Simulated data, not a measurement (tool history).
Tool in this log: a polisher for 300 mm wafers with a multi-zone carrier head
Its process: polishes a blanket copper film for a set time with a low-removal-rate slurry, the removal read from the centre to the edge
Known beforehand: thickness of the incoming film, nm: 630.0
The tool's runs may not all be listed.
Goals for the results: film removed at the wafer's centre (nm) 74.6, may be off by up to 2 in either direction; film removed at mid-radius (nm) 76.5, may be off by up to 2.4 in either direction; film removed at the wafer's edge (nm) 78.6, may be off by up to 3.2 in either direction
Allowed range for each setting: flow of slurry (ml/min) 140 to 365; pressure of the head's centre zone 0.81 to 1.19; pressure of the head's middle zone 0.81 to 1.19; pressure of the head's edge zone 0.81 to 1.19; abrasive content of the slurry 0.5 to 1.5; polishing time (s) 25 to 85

run,hour,flow of slurry (ml/min),pressure of the head's centre zone,pressure of the head's middle zone,pressure of the head's edge zone,abrasive content of the slurry,polishing time (s),film removed at the wafer's centre (nm),film removed at mid-radius (nm),film removed at the wafer's edge (nm)
1,0,235,1,1,1,1,55,134.71,135.78,132.65
2,6.4,235,1,1.07,1,1,55,134.46,142.32,131.17
3,10.8,235,1,1.07,0.92,1,55,132.67,143.89,127.52
4,13.1,235,1,1.07,1,1,55,133.89,143.92,132.29
5,22,230,0.98,1.04,0.98,0.9,51,116.9,125.84,117.64
6,24.9,230,0.98,1.04,0.98,0.9,39,90.64,96.374,90.047
7,31.4,225,0.97,1.01,0.96,0.85,39,87.304,93.032,89.068
8,34.4,225,0.97,0.99,0.94,0.8,39,86.282,90.746,87.901
9,43.2,220,0.97,0.97,0.93,0.75,39,85.744,86.587,83.787
10,50.4,210,0.96,0.96,0.93,0.75,39,85.286,86.391,83.88
11,55.8,210,0.96,0.96,0.93,0.75,39,83.321,86.446,83.522
12,61.3,205,0.95,0.94,0.93,0.75,39,83.027,84.427,85.912
13,64.8,200,0.94,0.93,0.92,0.7,39,79.879,82.928,82.67
14,68.8,200,0.94,0.93,0.92,0.7,39,82.089,80.825,81.419
15,77.4,195,0.92,0.93,0.92,0.7,39,78.454,83.001,82.538
16,77.9,190,0.92,0.92,0.91,0.7,39,78.345,80.414,82.739
17,86.7,185,0.92,0.92,0.9,0.7,39,78.197,81.129,81.08
18,94.4,180,0.92,0.91,0.9,0.7,39,76.986,79.408,82.396
19,102.1,175,0.92,0.91,0.89,0.7,39,79.019,79.361,82.3

Pick the move, out of 5, that brings all results within their allowed miss; only one does.
A,109.8,200,1.03,0.96,0.81,0.5,40,?,?,?
B,109.8,225,0.92,0.88,0.81,0.55,42,?,?,?
C,109.8,195,1.04,1.06,0.96,0.6,38,?,?,?
D,109.8,165,0.95,0.88,0.86,0.65,42,?,?,?
E,109.8,245,0.91,0.9,0.91,0.65,37,?,?,?

move,film removed at the wafer's centre (nm),film removed at mid-radius (nm),film removed at the wafer's edge (nm)
A,84.953,81.524,74.853
B,82.205,82.196,80.918
C,84.214,86.97,78.949
D,84.29,81.912,83.461
E,74.75,76.9,77.867
A: lands further from the targets than the last run did
B: lands further from the targets than the last run did
C: lands further from the targets than the last run did
D: lands further from the targets than the last run did
E: meets every target
The move that meets every target is E.

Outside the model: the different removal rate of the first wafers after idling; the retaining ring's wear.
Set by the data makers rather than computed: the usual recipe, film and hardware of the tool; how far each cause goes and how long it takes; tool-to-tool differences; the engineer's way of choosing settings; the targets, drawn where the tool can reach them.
